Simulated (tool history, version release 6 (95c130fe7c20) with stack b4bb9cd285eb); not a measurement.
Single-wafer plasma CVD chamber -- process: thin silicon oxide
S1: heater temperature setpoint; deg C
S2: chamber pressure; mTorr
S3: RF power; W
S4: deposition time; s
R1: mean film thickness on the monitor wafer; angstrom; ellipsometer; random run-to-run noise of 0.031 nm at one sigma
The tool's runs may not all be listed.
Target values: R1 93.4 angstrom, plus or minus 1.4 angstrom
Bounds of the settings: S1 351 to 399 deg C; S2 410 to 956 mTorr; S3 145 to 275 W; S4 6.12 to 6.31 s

{"run": 1, "day": 0.0, "S1": 375, "S2": 683, "S3": 210, "S4": 6.12, "R1": 87.997}
{"run": 2, "day": 0.129, "S1": 375, "S2": 693, "S3": 210, "S4": 6.12, "R1": 88.31}
{"run": 3, "day": 0.446, "S1": 375, "S2": 703, "S3": 210, "S4": 6.12, "R1": 88.823}
{"run": 4, "day": 0.529, "S1": 384, "S2": 703, "S3": 210, "S4": 6.12, "R1": 88.16}
{"run": 5, "day": 0.904, "S1": 375, "S2": 703, "S3": 210, "S4": 6.12, "R1": 89.15}
{"run": 6, "day": 1.083, "S1": 375, "S2": 631, "S3": 210, "S4": 6.12, "R1": 83.179}
{"run": 7, "day": 1.333, "S1": 374, "S2": 660, "S3": 210, "S4": 6.12, "R1": 85.056}
{"run": 8, "day": 1.475, "S1": 374, "S2": 681, "S3": 210, "S4": 6.12, "R1": 87.322}
{"run": 9, "day": 1.604, "S1": 374, "S2": 735, "S3": 210, "S4": 6.12, "R1": 91.394}

Pick the move, out of 5, that brings all results within their allowed miss; only one does.
{"run": "A", "day": 1.733, "S1": 373, "S2": 733, "S3": 200, "S4": 6.12, "R1": "?"}
{"run": "B", "day": 1.733, "S1": 374, "S2": 701, "S3": 215, "S4": 6.31, "R1": "?"}
{"run": "C", "day": 1.733, "S1": 373, "S2": 759, "S3": 180, "S4": 6.31, "R1": "?"}
{"run": "D", "day": 1.733, "S1": 375, "S2": 713, "S3": 210, "S4": 6.17, "R1": "?"}
{"run": "E", "day": 1.733, "S1": 374, "S2": 675, "S3": 215, "S4": 6.26, "R1": "?"}

move=A R1=89.225
move=B R1=93.428
move=C R1=87.927
move=D R1=91
move=E R1=90.514
A: lands further from the targets than the last run did
B: all results in spec
C: lands further from the targets than the last run did
D: lands further from the targets than the last run did
E: lands further from the targets than the last run did
Go with B: it meets all targets.

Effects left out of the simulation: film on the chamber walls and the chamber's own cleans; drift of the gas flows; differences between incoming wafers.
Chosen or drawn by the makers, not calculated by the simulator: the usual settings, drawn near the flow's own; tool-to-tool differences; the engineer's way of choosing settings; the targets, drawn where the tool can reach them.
